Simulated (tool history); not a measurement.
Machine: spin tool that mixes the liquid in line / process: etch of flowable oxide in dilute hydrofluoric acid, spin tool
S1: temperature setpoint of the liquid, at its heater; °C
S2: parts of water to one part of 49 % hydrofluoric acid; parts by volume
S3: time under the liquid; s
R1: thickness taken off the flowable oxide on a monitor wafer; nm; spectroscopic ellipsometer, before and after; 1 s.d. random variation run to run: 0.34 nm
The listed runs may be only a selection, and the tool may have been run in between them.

run,hour,S1,S2,S3,R1
1,0,20,180,310,46.992
2,1.7,20,180,310,46.729
3,5.6,20,130,310,68.038
4,13.9,20,130,335,73.415
5,21.3,21.5,130,335,78.421
6,29.2,21.5,165,335,59.608

Forecast run 7:
7,37.2,23,155,335,?

{"run 7": {"R1": 67.851}}

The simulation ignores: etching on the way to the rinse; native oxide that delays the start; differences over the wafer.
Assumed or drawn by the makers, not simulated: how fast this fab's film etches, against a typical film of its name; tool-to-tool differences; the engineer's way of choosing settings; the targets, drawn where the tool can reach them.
